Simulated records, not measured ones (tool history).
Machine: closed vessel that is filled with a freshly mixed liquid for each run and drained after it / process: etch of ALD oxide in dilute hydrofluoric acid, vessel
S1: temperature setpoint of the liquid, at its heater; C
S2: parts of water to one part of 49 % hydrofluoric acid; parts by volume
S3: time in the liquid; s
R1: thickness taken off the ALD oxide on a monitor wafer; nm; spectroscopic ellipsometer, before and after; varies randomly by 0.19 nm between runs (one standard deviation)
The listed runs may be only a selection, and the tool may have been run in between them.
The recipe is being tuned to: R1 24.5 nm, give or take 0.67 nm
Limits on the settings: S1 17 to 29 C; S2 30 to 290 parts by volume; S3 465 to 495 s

run  hour    S1   S2   S3      R1
  1     0    21  160  465   30.46
  2   6.8    21  160  465  29.888
  3  10.2  20.5  160  465  29.776
  4  17.1  20.5  125  465  39.469
  5  22.6  20.5  125  495  42.131
  6  30.9    17  125  495  36.692
  7  33.2    17  135  495  33.661
  8  34.1    17  185  495  22.845

Pick the move, out of 5, that brings all results within their allowed miss; only one does.
  A    35    17  190  470   ?
  B    35    17  175  465   ?
  C    35    21  190  465   ?
  D    35    17  160  465   ?
  E    35  17.5  200  495   ?

move      R1
   A  21.261
   B   23.16
   C  24.612
   D  25.695
   E  21.501
A: the biggest miss grows against the last run
B: moves toward the targets from the last run without getting all of them in spec
C: every result within its allowed miss
D: takes the biggest miss from the last run beyond its target
E: the biggest miss grows against the last run
Answer: C
